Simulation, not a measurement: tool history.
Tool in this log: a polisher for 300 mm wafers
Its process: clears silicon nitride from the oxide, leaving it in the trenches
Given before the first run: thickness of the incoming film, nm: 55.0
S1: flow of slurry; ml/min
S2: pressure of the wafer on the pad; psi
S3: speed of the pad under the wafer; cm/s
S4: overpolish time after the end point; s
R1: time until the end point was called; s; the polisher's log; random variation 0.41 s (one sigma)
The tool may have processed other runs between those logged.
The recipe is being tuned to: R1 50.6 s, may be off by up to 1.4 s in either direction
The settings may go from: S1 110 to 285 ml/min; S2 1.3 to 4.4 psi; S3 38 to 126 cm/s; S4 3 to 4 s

run 1 hour=0 | S1=180 S2=2.8 S3=82 S4=4 | R1=65.711
run 2 hour=6.3 | S1=205 S2=2.8 S3=82 S4=4 | R1=64.819
run 3 hour=7.1 | S1=210 S2=3 S3=82 S4=4 | R1=60.83
run 4 hour=15.5 | S1=210 S2=3 S3=82 S4=4 | R1=60.424
run 5 hour=21.8 | S1=210 S2=3 S3=82 S4=3 | R1=59.607
run 6 hour=28.6 | S1=215 S2=3.1 S3=82 S4=3 | R1=58.807
run 7 hour=30.5 | S1=215 S2=3.3 S3=82 S4=3 | R1=55.557
run 8 hour=33.1 | S1=220 S2=3.4 S3=82 S4=3 | R1=53.675

Of the 5 settings listed for the next run, only one would bring every result within its allowed miss of target. Which one?
run A hour=35.7 | S1=270 S2=3.7 S3=78 S4=4 | R1=?
run B hour=35.7 | S1=230 S2=3 S3=88 S4=3 | R1=?
run C hour=35.7 | S1=210 S2=3 S3=90 S4=3 | R1=?
run D hour=35.7 | S1=220 S2=3.7 S3=68 S4=3 | R1=?
run E hour=35.7 | S1=225 S2=3.1 S3=86 S4=3 | R1=?

move=A R1=49.758
move=B R1=55.622
move=C R1=54.975
move=D R1=57.113
move=E R1=55.102
A: meets every target
B: lands further from the targets than the last run did
C: lands further from the targets than the last run did
D: lands further from the targets than the last run did
E: lands further from the targets than the last run did
The right move is A.
